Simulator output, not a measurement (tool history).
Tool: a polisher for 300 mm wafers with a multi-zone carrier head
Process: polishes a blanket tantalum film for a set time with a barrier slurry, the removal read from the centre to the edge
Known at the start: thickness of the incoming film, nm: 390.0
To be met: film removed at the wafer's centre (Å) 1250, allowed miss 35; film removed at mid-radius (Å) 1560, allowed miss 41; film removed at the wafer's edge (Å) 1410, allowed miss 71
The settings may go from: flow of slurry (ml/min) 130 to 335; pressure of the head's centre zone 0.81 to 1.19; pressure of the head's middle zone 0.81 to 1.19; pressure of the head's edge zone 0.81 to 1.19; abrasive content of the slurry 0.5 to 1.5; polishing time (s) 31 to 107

run,hour,flow of slurry (ml/min),pressure of the head's centre zone,pressure of the head's middle zone,pressure of the head's edge zone,abrasive content of the slurry,polishing time (s),film removed at the wafer's centre (Å),film removed at mid-radius (Å),film removed at the wafer's edge (Å)
1,0,215,1,1,1,1,69,1050.9,1053.6,1039.3
2,4,215,1.07,1,1,1,69,1111.8,1032.6,1021.9
3,12.5,260,1.07,1,1,1,69,1137.4,1071.7,1020.8
4,20.6,255,1.03,1.04,1.04,1.15,71,1199.7,1212,1168.3
5,25.7,265,1.01,1.08,1.07,1.2,71,1207.4,1283.5,1174.6
6,29.8,265,1.08,1.08,1.07,1.2,71,1287.3,1265,1193.4
7,31.4,260,1.04,1.11,1.1,1.3,71,1268.1,1315.4,1242.7
8,39.5,270,1,1.13,1.12,1.35,71,1232.4,1357.9,1241.9
9,42.4,265,0.97,1.14,1.14,1.4,73,1243.8,1430,1319.8
10,48,270,0.96,1.15,1.15,1.45,73,1260.5,1455.2,1341.5
11,54.9,285,0.89,1.19,1.18,1.5,75,1209,1565.9,1423.9
12,55.7,285,0.89,1.19,1.18,1.5,75,1188.7,1579.1,1382.5

4 next moves are on the table. One of them brings every result within its allowed miss. Which?
A,56.5,260,0.89,1.19,1.08,1.45,80,?,?,?
B,56.5,250,0.88,1.19,1.17,1.35,78,?,?,?
C,56.5,270,0.91,1.17,1.13,1.5,76,?,?,?
D,56.5,280,0.87,1.19,1.19,1.5,75,?,?,?

move,film removed at the wafer's centre (Å),film removed at mid-radius (Å),film removed at the wafer's edge (Å)
A,1258.7,1644.1,1410.8
B,1184.8,1565.9,1401.5
C,1238.6,1558.2,1387.5
D,1173.3,1566.7,1410.3
A: brings the result that was furthest off to its target, and leaves another outside
B: further off than the last run
C: meets every target
D: further off than the last run
Move C is the one to make.

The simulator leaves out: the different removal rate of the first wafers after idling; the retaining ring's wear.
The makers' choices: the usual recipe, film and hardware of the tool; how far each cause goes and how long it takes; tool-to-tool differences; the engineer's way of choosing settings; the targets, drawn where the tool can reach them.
